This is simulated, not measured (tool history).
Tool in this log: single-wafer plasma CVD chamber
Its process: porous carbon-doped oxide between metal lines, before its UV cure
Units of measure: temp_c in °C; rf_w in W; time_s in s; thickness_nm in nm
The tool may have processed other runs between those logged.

| run | hour | temp_c | rf_w | time_s | thickness_nm |
|---|---|---|---|---|---|
| 1 | 0.0 | 295 | 545 | 23.0 | 133.10 |
| 2 | 3.6 | 289 | 545 | 23.0 | 137.04 |
| 3 | 7.6 | 289 | 545 | 21.8 | 130.25 |
| 4 | 14.8 | 287 | 570 | 21.9 | 135.78 |
| 5 | 21.1 | 285 | 590 | 22.0 | 141.45 |
| 6 | 25.8 | 283 | 600 | 22.1 | 145.41 |
| 7 | 32.6 | 281 | 605 | 22.1 | 146.89 |

What will run 8 give?
| 8 | 33.6 | 280 | 610 | 22.1 | ? |

thickness_nm: 148.98 nm

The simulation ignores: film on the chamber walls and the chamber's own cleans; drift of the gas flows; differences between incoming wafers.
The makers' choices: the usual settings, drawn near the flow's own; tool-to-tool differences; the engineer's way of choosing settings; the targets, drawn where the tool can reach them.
